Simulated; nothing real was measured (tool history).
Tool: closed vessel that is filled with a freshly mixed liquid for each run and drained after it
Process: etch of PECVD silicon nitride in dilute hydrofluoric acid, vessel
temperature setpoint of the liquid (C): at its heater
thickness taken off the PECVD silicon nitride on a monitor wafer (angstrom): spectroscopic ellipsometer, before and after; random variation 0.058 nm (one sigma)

run	day	temperature setpoint of the liquid (C)	parts of water to one part of 49 % hydrofluoric acid (parts by volume)	time in the liquid (s)	thickness taken off the PECVD silicon nitride on a monitor wafer (angstrom)
1	0.000	25.0	160	960	97.616
2	0.192	27.5	160	960	113.650
3	0.475	28.5	160	960	121.460
4	0.604	30.5	160	960	137.140
5	0.933	30.5	160	960	135.260
6	1.083	30.5	160	960	137.170

Run 7 comes next. What will it give?
# day 1.404: hydrofluoric acid flow meter replaced
7	1.404	30.0	160	960	?

{"run 7": {"thickness taken off the PECVD silicon nitride on a monitor wafer (angstrom)": 143.41}}
